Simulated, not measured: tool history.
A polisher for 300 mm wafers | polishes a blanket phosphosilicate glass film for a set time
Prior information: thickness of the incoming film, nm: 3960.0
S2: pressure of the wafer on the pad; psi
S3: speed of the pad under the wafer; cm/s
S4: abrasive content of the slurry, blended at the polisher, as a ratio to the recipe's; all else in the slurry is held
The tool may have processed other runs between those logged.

{"run": 1, "hour": 0.0, "flow of slurry (ml/min)": 175, "S2": 3.2, "S3": 122, "S4": 1.0, "polishing time (s)": 45, "film removed (Å)": 4971.6}
{"run": 2, "hour": 1.5, "flow of slurry (ml/min)": 165, "S2": 2.7, "S3": 122, "S4": 1.0, "polishing time (s)": 45, "film removed (Å)": 4291.6}
{"run": 3, "hour": 5.1, "flow of slurry (ml/min)": 165, "S2": 2.7, "S3": 122, "S4": 1.2, "polishing time (s)": 45, "film removed (Å)": 4748.4}
{"run": 4, "hour": 10.4, "flow of slurry (ml/min)": 165, "S2": 2.7, "S3": 122, "S4": 1.35, "polishing time (s)": 45, "film removed (Å)": 4946.6}
{"run": 5, "hour": 12.5, "flow of slurry (ml/min)": 160, "S2": 2.3, "S3": 114, "S4": 1.35, "polishing time (s)": 45, "film removed (Å)": 4089.5}
{"run": 6, "hour": 21.0, "flow of slurry (ml/min)": 160, "S2": 1.9, "S3": 114, "S4": 1.35, "polishing time (s)": 45, "film removed (Å)": 3516.1}
{"run": 7, "hour": 26.1, "flow of slurry (ml/min)": 155, "S2": 1.7, "S3": 112, "S4": 1.35, "polishing time (s)": 45, "film removed (Å)": 3154.0}
{"run": 8, "hour": 30.7, "flow of slurry (ml/min)": 115, "S2": 1.4, "S3": 112, "S4": 1.35, "polishing time (s)": 45, "film removed (Å)": 2592.3}
{"run": 9, "hour": 38.6, "flow of slurry (ml/min)": 125, "S2": 1.4, "S3": 112, "S4": 1.35, "polishing time (s)": 45, "film removed (Å)": 2619.0}
{"run": 10, "hour": 42.3, "flow of slurry (ml/min)": 130, "S2": 1.4, "S3": 112, "S4": 1.35, "polishing time (s)": 45, "film removed (Å)": 2657.8}
{"run": 11, "hour": 49.5, "flow of slurry (ml/min)": 135, "S2": 1.4, "S3": 112, "S4": 1.35, "polishing time (s)": 45, "film removed (Å)": 2646.0}

For run 12, what comes out?
{"run": 12, "hour": 50.8, "flow of slurry (ml/min)": 140, "S2": 1.4, "S3": 112, "S4": 1.35, "polishing time (s)": 45, "film removed (Å)": "?"}

{"run 12": {"film removed (Å)": 2674.0}}
